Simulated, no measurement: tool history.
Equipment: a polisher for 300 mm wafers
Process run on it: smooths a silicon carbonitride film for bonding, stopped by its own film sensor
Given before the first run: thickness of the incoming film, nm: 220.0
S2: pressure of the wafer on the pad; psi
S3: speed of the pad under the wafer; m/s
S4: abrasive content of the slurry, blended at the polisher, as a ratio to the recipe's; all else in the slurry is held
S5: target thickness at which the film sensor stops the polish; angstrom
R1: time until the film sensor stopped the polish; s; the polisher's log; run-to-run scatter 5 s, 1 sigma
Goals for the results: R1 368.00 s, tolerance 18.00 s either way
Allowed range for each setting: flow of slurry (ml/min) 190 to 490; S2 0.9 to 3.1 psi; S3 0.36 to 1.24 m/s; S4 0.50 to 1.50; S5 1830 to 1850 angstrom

Run 1, hour 0.0: flow of slurry (ml/min) 315, S2 2.0 psi, S3 0.80 m/s, S4 1.00, S5 1850 angstrom. Result: R1 204.93 s.
Run 2, hour 4.2: flow of slurry (ml/min) 240, S2 2.0 psi, S3 0.80 m/s, S4 1.00, S5 1850 angstrom. Result: R1 210.78 s.
Run 3, hour 10.0: flow of slurry (ml/min) 240, S2 2.0 psi, S3 0.88 m/s, S4 1.00, S5 1850 angstrom. Result: R1 191.39 s.
Run 4, hour 14.8: flow of slurry (ml/min) 240, S2 1.7 psi, S3 0.88 m/s, S4 1.00, S5 1850 angstrom. Result: R1 224.07 s.
Run 5, hour 16.7: flow of slurry (ml/min) 240, S2 1.7 psi, S3 0.88 m/s, S4 1.00, S5 1850 angstrom. Result: R1 227.73 s.
Run 6, hour 19.8: flow of slurry (ml/min) 240, S2 1.6 psi, S3 0.88 m/s, S4 1.00, S5 1850 angstrom. Result: R1 237.37 s.
Run 7, hour 24.4: flow of slurry (ml/min) 240, S2 1.5 psi, S3 0.86 m/s, S4 1.00, S5 1850 angstrom. Result: R1 251.17 s.
At hour 32.7: slurry nozzle cleaned.
Run 8, hour 32.7: flow of slurry (ml/min) 240, S2 1.4 psi, S3 0.84 m/s, S4 1.00, S5 1850 angstrom. Result: R1 260.94 s.
Run 9, hour 38.1: flow of slurry (ml/min) 240, S2 1.3 psi, S3 0.82 m/s, S4 1.00, S5 1850 angstrom. Result: R1 285.99 s.
Run 10, hour 42.1: flow of slurry (ml/min) 240, S2 1.2 psi, S3 0.80 m/s, S4 1.00, S5 1850 angstrom. Result: R1 308.83 s.
Run 11, hour 45.3: flow of slurry (ml/min) 240, S2 0.9 psi, S3 0.78 m/s, S4 1.00, S5 1850 angstrom. Result: R1 390.20 s.

Of the 5 settings listed for the next run, only one would bring every result within its allowed miss of target. Which one?
Run A, hour 48.5: flow of slurry (ml/min) 270, S2 0.9 psi, S3 0.80 m/s, S4 0.90, S5 1840 angstrom. Result: R1 ?.
Run B, hour 48.5: flow of slurry (ml/min) 230, S2 1.0 psi, S3 0.70 m/s, S4 0.95, S5 1830 angstrom. Result: R1 ?.
Run C, hour 48.5: flow of slurry (ml/min) 335, S2 1.0 psi, S3 0.76 m/s, S4 0.70, S5 1840 angstrom. Result: R1 ?.
Run D, hour 48.5: flow of slurry (ml/min) 315, S2 1.0 psi, S3 0.74 m/s, S4 0.75, S5 1830 angstrom. Result: R1 ?.
Run E, hour 48.5: flow of slurry (ml/min) 235, S2 0.9 psi, S3 0.90 m/s, S4 1.00, S5 1830 angstrom. Result: R1 ?.

move      R1
   A  406.59
   B  429.96
   C  424.02
   D  435.39
   E  371.56
A: its largest miss is bigger than the last run's
B: its largest miss is bigger than the last run's
C: its largest miss is bigger than the last run's
D: its largest miss is bigger than the last run's
E: each result inside its tolerance
So the answer is move E, the one that meets all the targets.

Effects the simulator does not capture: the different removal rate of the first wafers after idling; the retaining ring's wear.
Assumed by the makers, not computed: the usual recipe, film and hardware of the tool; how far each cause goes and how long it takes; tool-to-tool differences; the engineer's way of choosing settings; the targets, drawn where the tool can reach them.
